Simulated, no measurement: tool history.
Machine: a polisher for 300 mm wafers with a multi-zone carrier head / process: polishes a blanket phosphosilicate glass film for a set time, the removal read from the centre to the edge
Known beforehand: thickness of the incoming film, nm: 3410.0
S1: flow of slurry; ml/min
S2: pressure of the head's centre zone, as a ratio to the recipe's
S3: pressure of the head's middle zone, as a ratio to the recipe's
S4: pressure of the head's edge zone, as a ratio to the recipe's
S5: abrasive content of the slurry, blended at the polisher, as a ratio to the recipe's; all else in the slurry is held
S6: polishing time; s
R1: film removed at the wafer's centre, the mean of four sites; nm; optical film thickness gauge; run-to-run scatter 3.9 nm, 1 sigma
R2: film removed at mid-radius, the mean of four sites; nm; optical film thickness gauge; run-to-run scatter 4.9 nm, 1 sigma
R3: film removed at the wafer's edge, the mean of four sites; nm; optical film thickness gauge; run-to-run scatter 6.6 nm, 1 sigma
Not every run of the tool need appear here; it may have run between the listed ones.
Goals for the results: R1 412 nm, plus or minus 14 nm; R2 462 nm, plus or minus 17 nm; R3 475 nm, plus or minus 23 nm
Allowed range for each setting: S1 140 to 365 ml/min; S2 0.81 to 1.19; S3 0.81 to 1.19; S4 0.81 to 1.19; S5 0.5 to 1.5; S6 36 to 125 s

run 1 hour=0 | S1=235 S2=1 S3=1 S4=1 S5=1 S6=80 | R1=597.47 R2=605.41 R3=578.8
run 2 hour=1.1 | S1=235 S2=1 S3=1 S4=1 S5=1 S6=93 | R1=697.85 R2=690.74 R3=687.77
run 3 hour=9.8 | S1=230 S2=0.98 S3=0.99 S4=0.99 S5=0.95 S6=92 | R1=663.49 R2=647.71 R3=642.39
run 4 hour=13.2 | S1=230 S2=0.98 S3=0.99 S4=0.99 S5=0.85 S6=92 | R1=610.08 R2=598.98 R3=628.47
run 5 hour=20.9 | S1=230 S2=0.98 S3=0.99 S4=1.04 S5=0.85 S6=92 | R1=617.02 R2=615.88 R3=644.4
run 6 hour=22.9 | S1=230 S2=0.96 S3=1 S4=1.02 S5=0.8 S6=91 | R1=576.43 R2=587.23 R3=590.22
run 7 hour=26.1 | S1=225 S2=0.94 S3=0.99 S4=1.03 S5=0.75 S6=91 | R1=540.93 R2=559.3 R3=569.96
run 8 hour=30.1 | S1=220 S2=0.92 S3=0.98 S4=1.03 S5=0.75 S6=91 | R1=526.57 R2=542.44 R3=591.06
run 9 hour=33.4 | S1=220 S2=0.91 S3=0.99 S4=1.01 S5=0.7 S6=91 | R1=507.29 R2=536.95 R3=544.78
run 10 hour=38.4 | S1=220 S2=0.91 S3=0.99 S4=1.01 S5=0.7 S6=91 | R1=494.91 R2=523.95 R3=531.92
run 11 hour=42.5 | S1=215 S2=0.9 S3=0.99 S4=1 S5=0.7 S6=91 | R1=490.73 R2=526.65 R3=541.26
run 12 hour=43.2 | S1=235 S2=0.85 S3=0.98 S4=0.98 S5=0.5 S6=87 | R1=341.13 R2=383.37 R3=384.78
run 13 hour=45.5 | S1=225 S2=0.86 S3=0.99 S4=1 S5=0.5 S6=87 | R1=343.12 R2=374.11 R3=381.68
run 14 hour=53.4 | S1=225 S2=0.86 S3=1 S4=1.01 S5=0.5 S6=87 | R1=348.12 R2=379.5 R3=392.33
run 15 hour=57.8 | S1=225 S2=0.86 S3=1 S4=1.01 S5=0.5 S6=87 | R1=346.89 R2=378.99 R3=379.47
run 16 hour=58.7 | S1=245 S2=0.88 S3=1.06 S4=1.11 S5=0.75 S6=88 | R1=508.51 R2=569.79 R3=572.21
run 17 hour=67.1 | S1=245 S2=0.87 S3=1.05 S4=1.09 S5=0.75 S6=88 | R1=507.61 R2=564.32 R3=567.21
run 18 hour=69.4 | S1=240 S2=0.86 S3=1.04 S4=1.07 S5=0.75 S6=88 | R1=501.12 R2=573.29 R3=577.97
run 19 hour=70.9 | S1=240 S2=0.86 S3=1.02 S4=1.04 S5=0.75 S6=88 | R1=498.16 R2=552.76 R3=554.01

4 next moves are on the table. One of them brings every result within its allowed miss. Which?
run A hour=72.4 | S1=205 S2=0.83 S3=1.11 S4=1.02 S5=0.65 S6=78 | R1=? R2=? R3=?
run B hour=72.4 | S1=165 S2=0.81 S3=1.14 S4=1.1 S5=0.85 S6=69 | R1=? R2=? R3=?
run C hour=72.4 | S1=235 S2=0.82 S3=1.09 S4=1.02 S5=0.65 S6=79 | R1=? R2=? R3=?
run D hour=72.4 | S1=265 S2=0.84 S3=1 S4=1.04 S5=0.75 S6=73 | R1=? R2=? R3=?

move=A R1=374.03 R2=468.25 R3=433.02
move=B R1=376.26 R2=492.86 R3=467.25
move=C R1=383.93 R2=476.36 R3=445.25
move=D R1=408.41 R2=462.2 R3=468.15
A: carries the result that was furthest off beyond its target, to the other side
B: carries the result that was furthest off beyond its target, to the other side
C: carries the result that was furthest off beyond its target, to the other side
D: all results land within tolerance of their targets
So the answer is move D, the one that meets all the targets.
